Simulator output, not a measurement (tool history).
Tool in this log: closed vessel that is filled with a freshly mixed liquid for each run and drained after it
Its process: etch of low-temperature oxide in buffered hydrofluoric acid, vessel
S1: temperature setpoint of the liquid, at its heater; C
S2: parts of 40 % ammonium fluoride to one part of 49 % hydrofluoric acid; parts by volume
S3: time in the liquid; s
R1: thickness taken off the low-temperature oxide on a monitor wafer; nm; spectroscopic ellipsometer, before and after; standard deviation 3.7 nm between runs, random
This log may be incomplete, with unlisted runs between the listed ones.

run 1 hour=0.0 | S1=24.0 S2=11.0 S3=85 | R1=341.46
run 2 hour=6.8 | S1=24.0 S2=11.0 S3=85 | R1=342.42
run 3 hour=11.3 | S1=21.5 S2=11.0 S3=85 | R1=297.07
run 4 hour=16.9 | S1=20.0 S2=11.0 S3=85 | R1=275.29
run 5 hour=24.9 | S1=23.0 S2=11.0 S3=85 | R1=326.10
run 6 hour=28.3 | S1=23.0 S2=13.0 S3=85 | R1=274.73
run 7 hour=31.4 | S1=27.0 S2=9.5 S3=85 | R1=458.80
run 8 hour=32.8 | S1=27.5 S2=9.0 S3=85 | R1=481.13
run 9 hour=36.4 | S1=31.5 S2=5.5 S3=90 | R1=1023.40
run 10 hour=45.7 | S1=31.0 S2=5.5 S3=90 | R1=988.73

Run 11, settings as shown, results not yet in. Your forecast:
run 11 hour=47.6 | S1=30.5 S2=5.5 S3=90 | R1=?

{"run 11": {"R1": 966.85}}
